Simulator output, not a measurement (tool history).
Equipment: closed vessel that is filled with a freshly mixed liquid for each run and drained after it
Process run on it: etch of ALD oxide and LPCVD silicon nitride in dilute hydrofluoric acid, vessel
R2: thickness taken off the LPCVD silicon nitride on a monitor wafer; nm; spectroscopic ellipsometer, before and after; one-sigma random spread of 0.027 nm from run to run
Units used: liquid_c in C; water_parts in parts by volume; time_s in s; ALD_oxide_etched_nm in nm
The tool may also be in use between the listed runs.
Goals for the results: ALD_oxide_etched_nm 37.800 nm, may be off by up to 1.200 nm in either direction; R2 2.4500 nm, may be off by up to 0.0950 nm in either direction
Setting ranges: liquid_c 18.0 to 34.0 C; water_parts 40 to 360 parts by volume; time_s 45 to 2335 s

{"run": 1, "day": 0.0, "liquid_c": 26.0, "water_parts": 200, "time_s": 1190, "ALD_oxide_etched_nm": 51.973, "R2": 2.6044}
{"run": 2, "day": 0.112, "liquid_c": 27.5, "water_parts": 225, "time_s": 1235, "ALD_oxide_etched_nm": 49.28, "R2": 2.6549}
{"run": 3, "day": 0.288, "liquid_c": 27.5, "water_parts": 280, "time_s": 1235, "ALD_oxide_etched_nm": 37.555, "R2": 2.1176}
{"run": 4, "day": 0.383, "liquid_c": 30.5, "water_parts": 280, "time_s": 1235, "ALD_oxide_etched_nm": 41.839, "R2": 2.5223}
{"run": 5, "day": 0.504, "liquid_c": 27.5, "water_parts": 280, "time_s": 1235, "ALD_oxide_etched_nm": 37.344, "R2": 2.115}
{"run": 6, "day": 0.812, "liquid_c": 25.0, "water_parts": 280, "time_s": 1235, "ALD_oxide_etched_nm": 34.701, "R2": 1.8371}
{"run": 7, "day": 0.962, "liquid_c": 26.5, "water_parts": 290, "time_s": 1245, "ALD_oxide_etched_nm": 35.133, "R2": 1.9121}
{"run": 8, "day": 1.258, "liquid_c": 30.5, "water_parts": 345, "time_s": 1360, "ALD_oxide_etched_nm": 34.467, "R2": 2.2782}
{"run": 9, "day": 1.483, "liquid_c": 30.5, "water_parts": 340, "time_s": 1350, "ALD_oxide_etched_nm": 34.804, "R2": 2.2858}
{"run": 10, "day": 1.725, "liquid_c": 30.5, "water_parts": 335, "time_s": 1340, "ALD_oxide_etched_nm": 36.234, "R2": 2.2675}
{"run": 11, "day": 1.979, "liquid_c": 31.0, "water_parts": 335, "time_s": 1340, "ALD_oxide_etched_nm": 35.926, "R2": 2.3563}

Which of these 5 next moves meets every target?
{"run": "A", "day": 2.233, "liquid_c": 30.0, "water_parts": 305, "time_s": 1215, "ALD_oxide_etched_nm": "?", "R2": "?"}
{"run": "B", "day": 2.233, "liquid_c": 31.5, "water_parts": 360, "time_s": 1330, "ALD_oxide_etched_nm": "?", "R2": "?"}
{"run": "C", "day": 2.233, "liquid_c": 27.5, "water_parts": 235, "time_s": 1025, "ALD_oxide_etched_nm": "?", "R2": "?"}
{"run": "D", "day": 2.233, "liquid_c": 28.5, "water_parts": 275, "time_s": 1235, "ALD_oxide_etched_nm": "?", "R2": "?"}
{"run": "E", "day": 2.233, "liquid_c": 32.5, "water_parts": 290, "time_s": 1100, "ALD_oxide_etched_nm": "?", "R2": "?"}

move=A ALD_oxide_etched_nm=36.224 R2=2.2474
move=B ALD_oxide_etched_nm=33.313 R2=2.2657
move=C ALD_oxide_etched_nm=39.178 R2=2.1190
move=D ALD_oxide_etched_nm=40.056 R2=2.3192
move=E ALD_oxide_etched_nm=38.041 R2=2.4775
A: lands further from the targets than the last run did
B: lands further from the targets than the last run did
C: the result that was furthest off in the last run now lies on the other side of its target
D: the result that was furthest off in the last run now lies on the other side of its target
E: every result within its allowed miss
E is the move that brings every result within its allowed miss.
